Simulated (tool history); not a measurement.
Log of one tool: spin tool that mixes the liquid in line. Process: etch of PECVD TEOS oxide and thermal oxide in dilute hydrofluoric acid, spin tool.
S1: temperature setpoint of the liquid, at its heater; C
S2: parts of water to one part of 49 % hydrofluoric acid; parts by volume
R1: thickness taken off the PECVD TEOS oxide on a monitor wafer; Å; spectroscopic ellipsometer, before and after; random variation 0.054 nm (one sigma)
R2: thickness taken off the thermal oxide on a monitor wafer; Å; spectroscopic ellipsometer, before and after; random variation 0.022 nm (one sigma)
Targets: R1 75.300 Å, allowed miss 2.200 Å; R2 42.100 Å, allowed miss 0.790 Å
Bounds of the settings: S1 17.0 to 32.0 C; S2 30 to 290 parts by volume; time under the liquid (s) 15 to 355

Run 1, day 0.000: S1 24.0 C, S2 160 parts by volume, time under the liquid (s) 180. Result: R1 89.863 Å, R2 50.316 Å.
Run 2, day 0.258: S1 25.5 C, S2 160 parts by volume, time under the liquid (s) 180. Result: R1 94.096 Å, R2 53.383 Å.
Run 3, day 0.542: S1 24.5 C, S2 160 parts by volume, time under the liquid (s) 180. Result: R1 91.082 Å, R2 50.938 Å.
Run 4, day 0.617: S1 24.0 C, S2 160 parts by volume, time under the liquid (s) 180. Result: R1 90.219 Å, R2 50.063 Å.
Run 5, day 0.954: S1 24.0 C, S2 135 parts by volume, time under the liquid (s) 180. Result: R1 109.720 Å, R2 61.248 Å.
Run 6, day 1.050: S1 24.0 C, S2 135 parts by volume, time under the liquid (s) 115. Result: R1 70.421 Å, R2 39.510 Å.
Run 7, day 1.138: S1 25.0 C, S2 135 parts by volume, time under the liquid (s) 115. Result: R1 73.241 Å, R2 40.514 Å.
Run 8, day 1.479: S1 25.0 C, S2 135 parts by volume, time under the liquid (s) 115. Result: R1 72.548 Å, R2 41.071 Å.
Run 9, day 1.725: S1 25.0 C, S2 135 parts by volume, time under the liquid (s) 115. Result: R1 72.795 Å, R2 40.909 Å.

4 next moves are on the table. One of them brings every result within its allowed miss. Which?
Run A, day 1.971: S1 25.5 C, S2 140 parts by volume, time under the liquid (s) 115. Result: R1 ?, R2 ?.
Run B, day 1.971: S1 26.0 C, S2 160 parts by volume, time under the liquid (s) 140. Result: R1 ?, R2 ?.
Run C, day 1.971: S1 25.5 C, S2 135 parts by volume, time under the liquid (s) 110. Result: R1 ?, R2 ?.
Run D, day 1.971: S1 29.5 C, S2 240 parts by volume, time under the liquid (s) 195. Result: R1 ?, R2 ?.

move      R1      R2
   A  71.652  39.556
   B  75.943  41.925
   C  71.505  39.475
   D  72.706  40.138
A: further off than the last run
B: meets every target
C: further off than the last run
D: further off than the last run
Answer: B

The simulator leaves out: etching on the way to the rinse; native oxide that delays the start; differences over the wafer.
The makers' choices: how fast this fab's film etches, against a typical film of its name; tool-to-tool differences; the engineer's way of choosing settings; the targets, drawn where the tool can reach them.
